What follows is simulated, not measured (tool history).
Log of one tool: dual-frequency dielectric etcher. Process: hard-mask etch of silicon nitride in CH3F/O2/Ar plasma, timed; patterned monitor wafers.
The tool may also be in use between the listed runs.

run    day  source power (kW)  bias power (kW)  etch time (s)  mean etch depth across the wafer (angstrom)
  1      0               0.35            0.065          249.5                                       1634.6
  2  0.229               0.35            0.075          249.5                                       1696.1
  3  0.296               0.32            0.074          249.5                                       1623.9
  4  0.546               0.32            0.074          249.5                                       1623.9
  5  0.708               0.31            0.073          249.5                                       1593.6
  6  0.917               0.31            0.073            261                                       1679.1
  7  1.267               0.29            0.072            261                                       1640.7
  8  1.396               0.27            0.071            261                                         1593

Forecast run 9:
  9  1.675               0.22            0.069            261                                            ?

{"run 9": {"mean etch depth across the wafer (angstrom)": 1466.9}}
